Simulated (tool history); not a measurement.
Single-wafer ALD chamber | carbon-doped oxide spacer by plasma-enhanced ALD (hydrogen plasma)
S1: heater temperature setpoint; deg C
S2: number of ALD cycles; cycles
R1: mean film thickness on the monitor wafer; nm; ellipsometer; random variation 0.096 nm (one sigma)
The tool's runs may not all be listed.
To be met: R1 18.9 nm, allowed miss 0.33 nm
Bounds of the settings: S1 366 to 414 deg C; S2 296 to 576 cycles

Run 1, hour 0: S1 390 deg C, S2 436 cycles. Result: R1 23.067 nm.
Run 2, hour 6.8: S1 390 deg C, S2 463 cycles. Result: R1 24.709 nm.
Run 3, hour 10.6: S1 390 deg C, S2 440 cycles. Result: R1 23.281 nm.
Run 4, hour 17: S1 390 deg C, S2 490 cycles. Result: R1 25.826 nm.
Run 5, hour 21.2: S1 397 deg C, S2 490 cycles. Result: R1 25.78 nm.
Run 6, hour 29.7: S1 387 deg C, S2 490 cycles. Result: R1 25.777 nm.
Run 7, hour 33.4: S1 387 deg C, S2 458 cycles. Result: R1 24.122 nm.
Run 8, hour 38.1: S1 387 deg C, S2 434 cycles. Result: R1 22.845 nm.
Run 9, hour 43.9: S1 387 deg C, S2 416 cycles. Result: R1 21.775 nm.
Run 10, hour 53.2: S1 387 deg C, S2 403 cycles. Result: R1 21.205 nm.
Run 11, hour 56.9: S1 387 deg C, S2 393 cycles. Result: R1 20.572 nm.
Run 12, hour 60: S1 387 deg C, S2 386 cycles. Result: R1 20.321 nm.
Run 13, hour 68.1: S1 387 deg C, S2 380 cycles. Result: R1 20.023 nm.

5 next moves are on the table. One of them brings every result within its allowed miss. Which?
Run A, hour 76.2: S1 409 deg C, S2 381 cycles. Result: R1 ?.
Run B, hour 76.2: S1 381 deg C, S2 369 cycles. Result: R1 ?.
Run C, hour 76.2: S1 392 deg C, S2 373 cycles. Result: R1 ?.
Run D, hour 76.2: S1 389 deg C, S2 376 cycles. Result: R1 ?.
Run E, hour 76.2: S1 387 deg C, S2 359 cycles. Result: R1 ?.

move      R1
   A  19.404
   B  19.353
   C  19.563
   D   19.72
   E  18.829
A: nearer than the last run, and not there yet
B: nearer than the last run, and not there yet
C: nearer than the last run, and not there yet
D: nearer than the last run, and not there yet
E: meets every target
The right move is E.
